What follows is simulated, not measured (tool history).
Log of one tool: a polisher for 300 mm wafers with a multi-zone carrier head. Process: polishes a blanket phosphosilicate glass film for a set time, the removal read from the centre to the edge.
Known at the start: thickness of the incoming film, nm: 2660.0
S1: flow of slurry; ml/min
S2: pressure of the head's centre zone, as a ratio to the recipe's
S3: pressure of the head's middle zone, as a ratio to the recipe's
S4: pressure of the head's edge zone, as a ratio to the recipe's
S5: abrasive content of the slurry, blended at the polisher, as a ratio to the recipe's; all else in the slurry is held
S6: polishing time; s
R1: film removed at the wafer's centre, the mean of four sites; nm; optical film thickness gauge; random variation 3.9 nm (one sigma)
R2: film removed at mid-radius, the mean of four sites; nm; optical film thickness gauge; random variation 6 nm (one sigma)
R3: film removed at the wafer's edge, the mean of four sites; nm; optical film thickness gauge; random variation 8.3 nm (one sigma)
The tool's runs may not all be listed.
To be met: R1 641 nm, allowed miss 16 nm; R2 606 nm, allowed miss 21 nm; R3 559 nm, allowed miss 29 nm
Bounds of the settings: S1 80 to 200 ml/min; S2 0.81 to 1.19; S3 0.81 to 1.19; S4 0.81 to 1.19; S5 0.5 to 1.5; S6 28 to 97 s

run 1 hour=0 | S1=130 S2=1 S3=1 S4=1 S5=1 S6=62 | R1=516.13 R2=509.48 R3=501.43
run 2 hour=8.2 | S1=130 S2=1 S3=1 S4=1 S5=1 S6=54 | R1=447.75 R2=438.42 R3=437.09
run 3 hour=13.8 | S1=140 S2=1.03 S3=1.03 S4=1.03 S5=1.05 S6=54 | R1=480.09 R2=462.63 R3=457.65
run 4 hour=15 | S1=140 S2=1.07 S3=1.03 S4=1.03 S5=1.05 S6=54 | R1=501.46 R2=470.44 R3=461.12
run 5 hour=17.8 | S1=150 S2=1.09 S3=1.06 S4=1.05 S5=1.1 S6=54 | R1=531.43 R2=492.71 R3=482.25
run 6 hour=19.1 | S1=150 S2=1.13 S3=1.06 S4=1.05 S5=1.1 S6=54 | R1=551.73 R2=501.62 R3=486.29
run 7 hour=22 | S1=155 S2=1.14 S3=1.09 S4=1.06 S5=1.15 S6=54 | R1=574.17 R2=528.48 R3=484.94
run 8 hour=27.3 | S1=160 S2=1.14 S3=1.1 S4=1.08 S5=1.2 S6=54 | R1=590.59 R2=557.09 R3=521.3
run 9 hour=35.9 | S1=165 S2=1.14 S3=1.11 S4=1.09 S5=1.2 S6=54 | R1=591.38 R2=551.8 R3=501.84
run 10 hour=44.3 | S1=160 S2=1.15 S3=1.11 S4=1.1 S5=1.25 S6=54 | R1=608.2 R2=556.73 R3=522.47
run 11 hour=47.4 | S1=165 S2=1.15 S3=1.12 S4=1.11 S5=1.25 S6=54 | R1=606.88 R2=564.4 R3=537.72
run 12 hour=49.1 | S1=170 S2=1.15 S3=1.13 S4=1.11 S5=1.25 S6=54 | R1=609.78 R2=586.09 R3=529.14
run 13 hour=52.6 | S1=175 S2=1.15 S3=1.13 S4=1.12 S5=1.25 S6=54 | R1=618.25 R2=570.83 R3=534.2

4 next moves are on the table. One of them brings every result within its allowed miss. Which?
run A hour=56.1 | S1=170 S2=1.05 S3=1.12 S4=1.19 S5=1.1 S6=61 | R1=? R2=? R3=?
run B hour=56.1 | S1=165 S2=1.13 S3=1.19 S4=1.1 S5=1.3 S6=58 | R1=? R2=? R3=?
run C hour=56.1 | S1=180 S2=1.07 S3=1.16 S4=1.18 S5=1.5 S6=51 | R1=? R2=? R3=?
run D hour=56.1 | S1=200 S2=1.13 S3=1.11 S4=1.09 S5=1.4 S6=54 | R1=? R2=? R3=?

move=A R1=585.96 R2=612.58 R3=582.4
move=B R1=651.31 R2=666.13 R3=577.44
move=C R1=584.38 R2=616.98 R3=565.21
move=D R1=644.31 R2=619 R3=563.93
A: brings the result that was furthest off to its target, and leaves another outside
B: takes the result that was furthest off past its target
C: brings the result that was furthest off to its target, and leaves another outside
D: meets every target
The right move is D.
